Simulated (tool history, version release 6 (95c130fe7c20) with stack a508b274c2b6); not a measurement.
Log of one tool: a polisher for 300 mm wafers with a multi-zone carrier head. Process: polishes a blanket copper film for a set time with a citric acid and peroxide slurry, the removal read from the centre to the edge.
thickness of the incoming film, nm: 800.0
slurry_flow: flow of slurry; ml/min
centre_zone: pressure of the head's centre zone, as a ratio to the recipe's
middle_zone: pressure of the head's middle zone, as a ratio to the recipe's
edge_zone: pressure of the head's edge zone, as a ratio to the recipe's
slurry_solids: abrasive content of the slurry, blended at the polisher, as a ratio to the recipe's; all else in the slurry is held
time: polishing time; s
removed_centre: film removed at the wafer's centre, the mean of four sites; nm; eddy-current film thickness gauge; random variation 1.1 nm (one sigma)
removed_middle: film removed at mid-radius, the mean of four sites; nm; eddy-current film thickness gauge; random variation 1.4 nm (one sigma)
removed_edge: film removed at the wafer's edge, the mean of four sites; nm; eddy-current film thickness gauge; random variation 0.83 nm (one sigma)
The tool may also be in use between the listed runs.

| run | hour | slurry_flow | centre_zone | middle_zone | edge_zone | slurry_solids | time | removed_centre | removed_middle | removed_edge |
|---|---|---|---|---|---|---|---|---|---|---|
| 1 | 0 | 180 | 1 | 1 | 1 | 1 | 47 | 129.31 | 132.02 | 130.86 |
| 2 | 5.4 | 175 | 1.02 | 0.99 | 0.97 | 1 | 47 | 129.21 | 129.59 | 130.63 |
| 3 | 9.5 | 175 | 1.02 | 0.99 | 1.05 | 1 | 47 | 129.32 | 131.56 | 136.96 |
| 4 | 17.4 | 175 | 1.03 | 0.99 | 1.01 | 1 | 47 | 131.52 | 132.46 | 132.17 |
| 5 | 25.7 | 170 | 1.04 | 0.98 | 0.98 | 1 | 47 | 132.53 | 125.79 | 129.82 |
| 6 | 31.9 | 170 | 1 | 0.98 | 0.98 | 1 | 47 | 126.16 | 126.08 | 130.52 |
| 7 | 35.1 | 175 | 1.01 | 0.98 | 0.95 | 1 | 47 | 127.25 | 129.13 | 128.1 |

Run 8 comes next. What will it give?
| 8 | 43.9 | 175 | 1.03 | 0.98 | 0.93 | 1 | 47 | ? | ? | ? |

Run 8 gave removed_centre 130.33 nm, removed_middle 128.12 nm, removed_edge 127.04 nm.
